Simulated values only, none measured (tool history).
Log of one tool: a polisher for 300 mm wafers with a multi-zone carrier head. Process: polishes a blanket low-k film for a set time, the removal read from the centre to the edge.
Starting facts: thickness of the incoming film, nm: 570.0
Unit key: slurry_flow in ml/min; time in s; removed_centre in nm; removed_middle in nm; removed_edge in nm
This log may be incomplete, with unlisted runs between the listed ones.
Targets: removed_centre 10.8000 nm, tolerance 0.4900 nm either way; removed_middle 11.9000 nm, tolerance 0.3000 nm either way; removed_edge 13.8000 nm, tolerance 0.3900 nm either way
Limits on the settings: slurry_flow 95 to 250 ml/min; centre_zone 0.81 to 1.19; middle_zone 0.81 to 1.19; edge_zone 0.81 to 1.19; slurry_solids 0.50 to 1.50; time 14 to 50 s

| run | hour | slurry_flow | centre_zone | middle_zone | edge_zone | slurry_solids | time | removed_centre | removed_middle | removed_edge |
|---|---|---|---|---|---|---|---|---|---|---|
| 1 | 0.0 | 160 | 1.00 | 1.00 | 1.00 | 1.00 | 32 | 8.9775 | 9.1926 | 9.0053 |
| 2 | 1.5 | 160 | 1.00 | 1.00 | 1.00 | 1.00 | 26 | 7.4616 | 7.4179 | 7.3377 |
| 3 | 10.4 | 160 | 1.00 | 1.00 | 1.00 | 1.00 | 23 | 6.3983 | 6.5850 | 6.5313 |
| 4 | 19.1 | 160 | 1.00 | 1.00 | 1.00 | 1.00 | 16 | 4.4842 | 4.6186 | 4.4678 |
| 5 | 22.6 | 160 | 1.00 | 0.95 | 1.00 | 1.00 | 16 | 4.5141 | 4.4369 | 4.4556 |
| 6 | 28.2 | 160 | 0.91 | 0.95 | 1.00 | 1.00 | 16 | 4.1077 | 4.4044 | 4.4937 |
| 7 | 35.3 | 155 | 0.90 | 0.95 | 1.06 | 1.15 | 22 | 5.9898 | 6.5249 | 6.7843 |
| 8 | 37.8 | 150 | 0.83 | 0.87 | 1.16 | 1.40 | 31 | 8.4830 | 9.2648 | 11.0200 |
| 9 | 38.6 | 165 | 0.83 | 0.88 | 1.17 | 1.45 | 32 | 8.9860 | 9.9980 | 11.7660 |
| 10 | 43.9 | 165 | 0.83 | 0.88 | 1.17 | 1.45 | 32 | 8.9641 | 9.9584 | 11.9270 |
| 11 | 46.9 | 180 | 0.86 | 0.90 | 1.18 | 1.45 | 33 | 9.6783 | 10.4870 | 12.1870 |

Pick the move, out of 5, that brings all results within their allowed miss; only one does.
| A | 49.9 | 180 | 0.83 | 0.88 | 1.14 | 1.15 | 42 | ? | ? | ? |
| B | 49.9 | 175 | 0.90 | 0.88 | 1.18 | 1.50 | 35 | ? | ? | ? |
| C | 49.9 | 200 | 0.90 | 0.89 | 1.14 | 1.50 | 39 | ? | ? | ? |
| D | 49.9 | 175 | 0.89 | 0.90 | 1.18 | 1.50 | 35 | ? | ? | ? |
| E | 49.9 | 185 | 0.94 | 0.84 | 1.16 | 1.50 | 37 | ? | ? | ? |

| move | removed_centre | removed_middle | removed_edge |
|---|---|---|---|
| A | 10.7920 | 11.8980 | 13.8290 |
| B | 10.9270 | 11.1020 | 13.1560 |
| C | 12.4140 | 12.7050 | 14.5810 |
| D | 10.8060 | 11.3120 | 13.1530 |
| E | 12.1650 | 11.3770 | 13.8660 |
A: every result lands within tolerance
B: closes in on the targets versus the last run, not all within tolerance yet
C: takes the biggest miss from the last run beyond its target
D: closes in on the targets versus the last run, not all within tolerance yet
E: closes in on the targets versus the last run, not all within tolerance yet
Correct choice: A, which meets every target
